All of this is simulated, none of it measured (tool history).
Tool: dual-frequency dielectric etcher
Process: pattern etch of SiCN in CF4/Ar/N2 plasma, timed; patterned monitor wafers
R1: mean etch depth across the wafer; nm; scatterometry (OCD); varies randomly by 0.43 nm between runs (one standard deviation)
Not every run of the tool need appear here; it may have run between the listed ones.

{"run": 1, "hour": 0.0, "source power (kW)": 0.41, "bias power (kW)": 0.09, "Ar flow (sccm)": 119, "CF4 flow (sccm)": 66, "etch time (s)": 75, "R1": 64.793}
{"run": 2, "hour": 4.2, "source power (kW)": 0.43, "bias power (kW)": 0.09, "Ar flow (sccm)": 119, "CF4 flow (sccm)": 66, "etch time (s)": 75, "R1": 66.552}
{"run": 3, "hour": 7.1, "source power (kW)": 0.45, "bias power (kW)": 0.09, "Ar flow (sccm)": 119, "CF4 flow (sccm)": 66, "etch time (s)": 75, "R1": 68.6}
{"run": 4, "hour": 16.0, "source power (kW)": 0.49, "bias power (kW)": 0.09, "Ar flow (sccm)": 119, "CF4 flow (sccm)": 66, "etch time (s)": 75, "R1": 71.766}
{"run": 5, "hour": 23.2, "source power (kW)": 0.49, "bias power (kW)": 0.09, "Ar flow (sccm)": 119, "CF4 flow (sccm)": 66, "etch time (s)": 69, "R1": 65.833}
{"run": 6, "hour": 28.0, "source power (kW)": 0.49, "bias power (kW)": 0.09, "Ar flow (sccm)": 119, "CF4 flow (sccm)": 66, "etch time (s)": 69, "R1": 66.552}
{"run": 7, "hour": 28.9, "source power (kW)": 0.51, "bias power (kW)": 0.093, "Ar flow (sccm)": 118, "CF4 flow (sccm)": 66, "etch time (s)": 69, "R1": 68.572}

Forecast run 8:
{"run": 8, "hour": 34.9, "source power (kW)": 0.52, "bias power (kW)": 0.096, "Ar flow (sccm)": 116, "CF4 flow (sccm)": 67, "etch time (s)": 69, "R1": "?"}

R1: 70.169 nm
